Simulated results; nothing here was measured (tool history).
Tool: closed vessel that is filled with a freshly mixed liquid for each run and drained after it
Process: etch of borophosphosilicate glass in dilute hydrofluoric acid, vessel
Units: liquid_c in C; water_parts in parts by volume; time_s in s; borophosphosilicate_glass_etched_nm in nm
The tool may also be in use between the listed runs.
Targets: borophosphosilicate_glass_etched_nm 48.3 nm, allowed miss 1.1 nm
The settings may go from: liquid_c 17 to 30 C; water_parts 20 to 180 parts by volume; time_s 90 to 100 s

run  hour  liquid_c  water_parts  time_s  borophosphosilicate_glass_etched_nm
  1     0        22          100      90                               22.559
  2   7.5        23           95      90                               25.264
  3  12.8        24           90      90                               27.439
  4  18.9        24           65      90                               39.426
  5  22.7        24           35      90                                75.54
  6  23.4        23           40      90                               63.769
  7  30.9      22.5           40      90                               61.565
  8  37.6        22           40      90                               60.541
  9  43.8      21.5           40      90                               59.441
 10  50.8        21           40      90                               58.455
 11  51.3      20.5           40      90                               56.929
 12  55.6        20           40      90                               55.449
 13  61.4      19.5           40      90                               53.709
 14  69.2        19           40      90                                53.14
 15  76.6        17           45      90                                 43.6
 16  82.2        19           45      90                               46.975

Which of these 4 next moves meets every target?
  A  87.8      18.5           45      90                                    ?
  B  87.8        17           45     100                                    ?
  C  87.8      20.5           50      90                                    ?
  D  87.8        22           55      95                                    ?

move  borophosphosilicate_glass_etched_nm
   A                               46.024
   B                               47.917
   C                               44.848
   D                               45.551
A: further off than the last run
B: meets every target
C: further off than the last run
D: further off than the last run
The right move is B.
